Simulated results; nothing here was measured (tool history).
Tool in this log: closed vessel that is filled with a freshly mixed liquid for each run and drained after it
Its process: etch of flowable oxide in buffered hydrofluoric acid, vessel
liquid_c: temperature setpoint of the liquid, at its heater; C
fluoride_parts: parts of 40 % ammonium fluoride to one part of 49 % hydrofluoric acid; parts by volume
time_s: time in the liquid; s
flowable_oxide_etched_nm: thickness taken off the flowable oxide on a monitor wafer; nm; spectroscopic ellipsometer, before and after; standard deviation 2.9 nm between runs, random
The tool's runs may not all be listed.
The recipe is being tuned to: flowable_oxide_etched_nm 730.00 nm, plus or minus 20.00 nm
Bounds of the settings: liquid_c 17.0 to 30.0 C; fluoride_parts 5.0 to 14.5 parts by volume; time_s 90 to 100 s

run 1 day=0.000 | liquid_c=22.0 fluoride_parts=9.0 time_s=90 | flowable_oxide_etched_nm=377.12
run 2 day=0.258 | liquid_c=22.0 fluoride_parts=11.5 time_s=90 | flowable_oxide_etched_nm=308.02
run 3 day=0.321 | liquid_c=24.5 fluoride_parts=10.0 time_s=90 | flowable_oxide_etched_nm=392.00
run 4 day=0.425 | liquid_c=26.0 fluoride_parts=8.5 time_s=90 | flowable_oxide_etched_nm=503.67
run 5 day=0.708 | liquid_c=26.0 fluoride_parts=8.5 time_s=100 | flowable_oxide_etched_nm=559.18
run 6 day=0.808 | liquid_c=22.5 fluoride_parts=8.5 time_s=100 | flowable_oxide_etched_nm=460.45
run 7 day=0.862 | liquid_c=25.0 fluoride_parts=8.5 time_s=100 | flowable_oxide_etched_nm=529.87
run 8 day=0.962 | liquid_c=26.5 fluoride_parts=8.5 time_s=100 | flowable_oxide_etched_nm=576.06
run 9 day=1.167 | liquid_c=27.5 fluoride_parts=8.5 time_s=100 | flowable_oxide_etched_nm=606.44
run 10 day=1.300 | liquid_c=27.5 fluoride_parts=8.5 time_s=100 | flowable_oxide_etched_nm=603.69

5 next moves are on the table. One of them brings every result within its allowed miss. Which?
run A day=1.433 | liquid_c=28.0 fluoride_parts=9.5 time_s=90 | flowable_oxide_etched_nm=?
run B day=1.433 | liquid_c=28.5 fluoride_parts=7.5 time_s=100 | flowable_oxide_etched_nm=?
run C day=1.433 | liquid_c=29.0 fluoride_parts=7.0 time_s=100 | flowable_oxide_etched_nm=?
run D day=1.433 | liquid_c=29.0 fluoride_parts=9.0 time_s=90 | flowable_oxide_etched_nm=?
run E day=1.433 | liquid_c=27.5 fluoride_parts=8.0 time_s=100 | flowable_oxide_etched_nm=?

move=A flowable_oxide_etched_nm=493.42
move=B flowable_oxide_etched_nm=724.02
move=C flowable_oxide_etched_nm=789.13
move=D flowable_oxide_etched_nm=551.60
move=E flowable_oxide_etched_nm=642.97
A: moves away from the targets compared with the last run
B: meets every target
C: pushes the last run's worst result past its target
D: moves away from the targets compared with the last run
E: closer than the last run, but not yet in spec
Move B is the one to make.
